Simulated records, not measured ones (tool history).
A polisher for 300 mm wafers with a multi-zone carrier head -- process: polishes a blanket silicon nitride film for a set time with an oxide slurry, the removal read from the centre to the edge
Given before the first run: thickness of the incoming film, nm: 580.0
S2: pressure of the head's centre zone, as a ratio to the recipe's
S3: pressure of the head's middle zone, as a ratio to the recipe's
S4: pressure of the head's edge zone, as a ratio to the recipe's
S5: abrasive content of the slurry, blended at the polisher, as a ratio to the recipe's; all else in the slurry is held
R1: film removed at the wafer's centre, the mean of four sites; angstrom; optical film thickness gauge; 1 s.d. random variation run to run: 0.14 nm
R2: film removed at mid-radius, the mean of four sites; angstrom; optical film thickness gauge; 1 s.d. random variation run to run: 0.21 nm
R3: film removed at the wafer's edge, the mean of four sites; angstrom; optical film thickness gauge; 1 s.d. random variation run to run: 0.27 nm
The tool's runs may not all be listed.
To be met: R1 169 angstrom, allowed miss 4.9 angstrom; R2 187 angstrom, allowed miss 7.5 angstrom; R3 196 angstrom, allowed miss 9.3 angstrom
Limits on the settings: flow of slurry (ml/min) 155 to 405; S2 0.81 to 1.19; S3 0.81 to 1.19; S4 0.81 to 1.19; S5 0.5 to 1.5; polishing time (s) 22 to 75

run 1 hour=0 | flow_of_slurry_(ml/min)=260 S2=1 S3=1 S4=1 S5=1 polishing_time_(s)=48 | R1=395.58 R2=391.44 R3=383.39
run 2 hour=1.6 | flow_of_slurry_(ml/min)=260 S2=1 S3=1 S4=1 S5=1 polishing_time_(s)=56 | R1=465.28 R2=456.2 R3=457.08
run 3 hour=9 | flow_of_slurry_(ml/min)=245 S2=0.94 S3=0.96 S4=1 S5=0.85 polishing_time_(s)=48 | R1=340.73 R2=347.81 R3=347.98
run 4 hour=10.1 | flow_of_slurry_(ml/min)=245 S2=0.89 S3=0.96 S4=1 S5=0.85 polishing_time_(s)=48 | R1=320.77 R2=344.48 R3=340.15
run 5 hour=12.3 | flow_of_slurry_(ml/min)=245 S2=0.97 S3=0.96 S4=1 S5=0.85 polishing_time_(s)=48 | R1=352.66 R2=349.8 R3=348.19
run 6 hour=16.3 | flow_of_slurry_(ml/min)=230 S2=0.92 S3=0.93 S4=1.03 S5=0.75 polishing_time_(s)=43 | R1=276.63 R2=277.88 R3=296.28
run 7 hour=22.3 | flow_of_slurry_(ml/min)=225 S2=0.89 S3=0.93 S4=1.02 S5=0.65 polishing_time_(s)=40 | R1=225.53 R2=242.79 R3=247.48
run 8 hour=24.5 | flow_of_slurry_(ml/min)=215 S2=0.87 S3=0.91 S4=1.01 S5=0.6 polishing_time_(s)=39 | R1=204.34 R2=216.56 R3=223.55
run 9 hour=33 | flow_of_slurry_(ml/min)=205 S2=0.85 S3=0.9 S4=1.01 S5=0.55 polishing_time_(s)=39 | R1=182.77 R2=200.33 R3=213.58
run 10 hour=38.1 | flow_of_slurry_(ml/min)=195 S2=0.85 S3=0.9 S4=0.99 S5=0.55 polishing_time_(s)=39 | R1=183.19 R2=198.65 R3=210.43
run 11 hour=44.1 | flow_of_slurry_(ml/min)=190 S2=0.84 S3=0.9 S4=0.97 S5=0.55 polishing_time_(s)=39 | R1=179.66 R2=195.42 R3=203.44
run 12 hour=44.9 | flow_of_slurry_(ml/min)=180 S2=0.83 S3=0.9 S4=0.97 S5=0.55 polishing_time_(s)=39 | R1=176 R2=192.41 R3=201.31
run 13 hour=50.9 | flow_of_slurry_(ml/min)=175 S2=0.83 S3=0.9 S4=0.97 S5=0.55 polishing_time_(s)=39 | R1=174.15 R2=197.19 R3=201.93
run 14 hour=54.3 | flow_of_slurry_(ml/min)=175 S2=0.83 S3=0.89 S4=0.96 S5=0.55 polishing_time_(s)=39 | R1=174.11 R2=189.29 R3=202.35

Exercise: of the 5 proposed moves below, exactly one satisfies all targets within the stated allowed misses. Which move is it?
run A hour=57.7 | flow_of_slurry_(ml/min)=170 S2=0.85 S3=0.92 S4=1 S5=0.5 polishing_time_(s)=40 | R1=? R2=? R3=?
run B hour=57.7 | flow_of_slurry_(ml/min)=170 S2=0.83 S3=0.88 S4=0.93 S5=0.5 polishing_time_(s)=37 | R1=? R2=? R3=?
run C hour=57.7 | flow_of_slurry_(ml/min)=205 S2=1 S3=1.02 S4=0.87 S5=0.5 polishing_time_(s)=36 | R1=? R2=? R3=?
run D hour=57.7 | flow_of_slurry_(ml/min)=235 S2=0.91 S3=0.92 S4=1.01 S5=0.55 polishing_time_(s)=33 | R1=? R2=? R3=?
run E hour=57.7 | flow_of_slurry_(ml/min)=180 S2=0.82 S3=0.98 S4=0.88 S5=0.5 polishing_time_(s)=38 | R1=? R2=? R3=?

move=A R1=166.58 R2=188.07 R3=197
move=B R1=150.77 R2=168.91 R3=176.37
move=C R1=180.87 R2=187.93 R3=170.68
move=D R1=167.34 R2=176.38 R3=183
move=E R1=155.22 R2=188.7 R3=178.07
A: each result inside its tolerance
B: the result that was furthest off in the last run now lies on the other side of its target
C: misses by more than the last run did
D: corrects the largest miss of the last run, while another result sits out of spec
E: the result that was furthest off in the last run now lies on the other side of its target
Correct choice: A, which meets every target
